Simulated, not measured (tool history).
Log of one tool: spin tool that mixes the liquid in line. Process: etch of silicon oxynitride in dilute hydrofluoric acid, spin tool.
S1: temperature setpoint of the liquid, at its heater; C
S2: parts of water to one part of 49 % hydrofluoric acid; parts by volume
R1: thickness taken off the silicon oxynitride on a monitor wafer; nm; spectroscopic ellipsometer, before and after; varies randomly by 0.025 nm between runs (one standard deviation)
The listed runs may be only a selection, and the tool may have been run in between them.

{"run": 1, "day": 0.0, "S1": 21.0, "S2": 40, "time under the liquid (s)": 40, "R1": 2.966}
{"run": 2, "day": 0.325, "S1": 22.5, "S2": 35, "time under the liquid (s)": 40, "R1": 3.6705}
{"run": 3, "day": 0.5, "S1": 22.5, "S2": 35, "time under the liquid (s)": 15, "R1": 1.3713}
{"run": 4, "day": 0.696, "S1": 20.5, "S2": 35, "time under the liquid (s)": 15, "R1": 1.2523}
{"run": 5, "day": 0.783, "S1": 20.5, "S2": 30, "time under the liquid (s)": 15, "R1": 1.459}
{"run": 6, "day": 1.125, "S1": 22.5, "S2": 40, "time under the liquid (s)": 20, "R1": 1.5993}
{"run": 7, "day": 1.417, "S1": 24.0, "S2": 35, "time under the liquid (s)": 25, "R1": 2.4759}

Expected results for the next run?
{"day": 1.683, "done": "thermometer replaced"}
{"run": 8, "day": 1.683, "S1": 28.0, "S2": 25, "time under the liquid (s)": 25, "R1": "?"}

{"run 8": {"R1": 3.9841}}
